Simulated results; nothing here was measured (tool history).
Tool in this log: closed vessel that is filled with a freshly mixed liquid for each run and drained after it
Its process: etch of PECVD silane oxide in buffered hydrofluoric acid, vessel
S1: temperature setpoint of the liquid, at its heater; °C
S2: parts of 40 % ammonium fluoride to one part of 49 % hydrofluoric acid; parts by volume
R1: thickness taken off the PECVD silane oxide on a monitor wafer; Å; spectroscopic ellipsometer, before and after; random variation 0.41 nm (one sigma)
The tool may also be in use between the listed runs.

run 1 hour=0.0 | S1=23.0 S2=17.0 time_in_the_liquid_(s)=100 | R1=1057.00
run 2 hour=0.7 | S1=25.5 S2=17.0 time_in_the_liquid_(s)=100 | R1=1200.70
run 3 hour=6.0 | S1=25.5 S2=17.0 time_in_the_liquid_(s)=100 | R1=1216.40
run 4 hour=13.0 | S1=22.0 S2=17.0 time_in_the_liquid_(s)=100 | R1=1001.60
run 5 hour=21.4 | S1=21.0 S2=17.5 time_in_the_liquid_(s)=100 | R1=918.04
run 6 hour=26.6 | S1=21.0 S2=17.5 time_in_the_liquid_(s)=100 | R1=913.86

Forecast run 7:
run 7 hour=29.7 | S1=20.0 S2=18.0 time_in_the_liquid_(s)=100 | R1=?

Logged for run 7: R1 844.69 Å.

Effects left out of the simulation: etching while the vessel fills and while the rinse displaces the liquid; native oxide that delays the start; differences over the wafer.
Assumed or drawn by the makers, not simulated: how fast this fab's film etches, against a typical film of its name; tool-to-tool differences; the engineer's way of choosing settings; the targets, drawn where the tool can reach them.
